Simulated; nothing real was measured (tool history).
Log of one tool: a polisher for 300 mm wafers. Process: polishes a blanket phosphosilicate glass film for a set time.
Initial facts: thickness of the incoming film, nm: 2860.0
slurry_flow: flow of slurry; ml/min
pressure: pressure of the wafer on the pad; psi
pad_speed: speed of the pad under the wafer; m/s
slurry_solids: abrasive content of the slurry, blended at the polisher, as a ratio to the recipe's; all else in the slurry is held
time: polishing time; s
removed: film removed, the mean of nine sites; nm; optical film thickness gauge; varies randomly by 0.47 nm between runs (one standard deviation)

| run | day | slurry_flow | pressure | pad_speed | slurry_solids | time | removed |
|---|---|---|---|---|---|---|---|
| 1 | 0.000 | 140 | 2.1 | 1.22 | 1.00 | 25 | 123.560 |
| 2 | 0.267 | 140 | 2.1 | 1.22 | 1.15 | 25 | 130.730 |
| 3 | 0.550 | 135 | 2.0 | 1.22 | 1.15 | 25 | 122.420 |
| 4 | 0.667 | 135 | 2.0 | 1.04 | 1.15 | 25 | 113.870 |
| 5 | 0.996 | 135 | 2.4 | 1.04 | 1.15 | 25 | 130.730 |
| 6 | 1.042 | 130 | 2.2 | 1.04 | 1.15 | 25 | 121.050 |
| 7 | 1.208 | 125 | 2.1 | 1.04 | 1.15 | 25 | 115.730 |
| 8 | 1.575 | 120 | 2.0 | 1.04 | 1.15 | 25 | 109.540 |
| 9 | 1.704 | 115 | 1.9 | 1.04 | 1.15 | 25 | 103.720 |
| 10 | 2.004 | 110 | 1.8 | 1.04 | 1.15 | 25 | 98.282 |
|  | 2.292 | conditioning disc replaced and pad reconditioned |
| 11 | 2.292 | 90 | 1.2 | 1.02 | 1.15 | 25 | 73.101 |

Forecast run 12:
| 12 | 2.396 | 85 | 1.1 | 1.02 | 1.15 | 25 | ? |

removed: 66.715 nm
